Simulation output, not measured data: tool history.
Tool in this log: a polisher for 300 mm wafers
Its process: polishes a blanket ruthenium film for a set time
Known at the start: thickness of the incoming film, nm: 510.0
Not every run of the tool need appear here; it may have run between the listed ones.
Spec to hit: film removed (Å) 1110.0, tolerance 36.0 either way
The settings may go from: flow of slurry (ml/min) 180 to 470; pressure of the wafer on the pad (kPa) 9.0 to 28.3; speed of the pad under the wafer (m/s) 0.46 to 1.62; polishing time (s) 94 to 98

| run | hour | flow of slurry (ml/min) | pressure of the wafer on the pad (kPa) | speed of the pad under the wafer (m/s) | polishing time (s) | film removed (Å) |
|---|---|---|---|---|---|---|
| 1 | 0.0 | 300 | 18.6 | 1.04 | 94 | 1462.0 |
| 2 | 5.1 | 230 | 18.6 | 1.04 | 94 | 1402.9 |
| 3 | 7.2 | 225 | 17.9 | 1.04 | 94 | 1387.9 |
| 4 | 16.2 | 225 | 21.4 | 1.04 | 94 | 1613.6 |
| 5 | 16.7 | 225 | 21.4 | 1.04 | 94 | 1595.0 |
| 6 | 17.5 | 225 | 21.4 | 0.92 | 94 | 1401.3 |
| 7 | 23.5 | 225 | 20.0 | 0.92 | 94 | 1357.6 |
| 8 | 24.7 | 225 | 18.6 | 0.92 | 94 | 1251.5 |

Which one of the following 4 next-run settings gets every result inside its allowed miss? There is exactly one.
| A | 25.9 | 330 | 17.9 | 0.90 | 94 | ? |
| B | 25.9 | 275 | 15.9 | 0.96 | 98 | ? |
| C | 25.9 | 215 | 17.2 | 0.98 | 94 | ? |
| D | 25.9 | 235 | 20.7 | 0.74 | 94 | ? |

| move | film removed (Å) |
|---|---|
| A | 1246.4 |
| B | 1218.9 |
| C | 1253.2 |
| D | 1140.2 |
A: no nearer and no further than the last run
B: nearer than the last run, and not there yet
C: no nearer and no further than the last run
D: in spec on every target
D meets every target.

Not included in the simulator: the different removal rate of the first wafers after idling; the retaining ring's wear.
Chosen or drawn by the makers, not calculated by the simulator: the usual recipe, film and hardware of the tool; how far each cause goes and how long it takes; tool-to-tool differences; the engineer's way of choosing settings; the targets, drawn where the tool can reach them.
